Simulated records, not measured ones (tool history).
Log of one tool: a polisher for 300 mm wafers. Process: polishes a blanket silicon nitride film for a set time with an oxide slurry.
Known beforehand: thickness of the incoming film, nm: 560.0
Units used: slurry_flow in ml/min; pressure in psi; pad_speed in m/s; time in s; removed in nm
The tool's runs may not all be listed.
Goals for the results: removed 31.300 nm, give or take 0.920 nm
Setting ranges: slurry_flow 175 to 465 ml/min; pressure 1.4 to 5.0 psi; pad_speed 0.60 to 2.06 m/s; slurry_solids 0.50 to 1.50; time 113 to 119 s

run	hour	slurry_flow	pressure	pad_speed	slurry_solids	time	removed
1	0.0	295	3.2	1.32	1.00	113	71.383
2	7.8	295	3.2	1.32	1.00	119	72.565
3	11.1	295	3.0	1.28	1.00	119	68.241
4	14.8	295	2.8	1.22	1.00	119	62.384
5	18.6	295	2.8	1.22	1.15	119	65.090
6	26.3	295	2.6	1.16	1.15	119	59.882
7	33.4	295	2.5	1.10	1.15	119	55.567
8	39.6	295	2.4	1.06	1.15	119	53.924
9	45.7	295	2.3	1.02	1.15	119	50.273
10	50.0	295	2.3	1.02	1.15	119	50.476
11	55.1	295	2.2	0.98	1.15	119	47.154
12	58.6	295	2.1	0.96	1.15	119	44.958
13	64.2	295	2.0	0.94	1.15	119	42.689
14	68.9	295	1.9	0.92	1.15	119	40.169
15	73.3	290	1.4	0.78	1.15	119	28.367
16	82.1	295	1.4	0.78	1.15	119	28.406
17	83.9	295	1.4	0.78	1.15	119	28.707
18	92.2	295	1.4	0.78	1.15	119	28.269

Consider the 4 candidate settings below. Which is the only one whose results all fall within their allowed miss of target?
A	100.5	290	1.6	0.82	1.35	113	?
B	100.5	265	2.0	0.76	0.90	118	?
C	100.5	325	1.5	0.78	1.45	113	?
D	100.5	335	1.7	0.66	1.35	118	?

move	removed
A	32.629
B	33.585
C	31.279
D	32.769
A: carries the result that was furthest off beyond its target, to the other side
B: carries the result that was furthest off beyond its target, to the other side
C: hits every target within its allowed miss
D: carries the result that was furthest off beyond its target, to the other side
The right move is C.
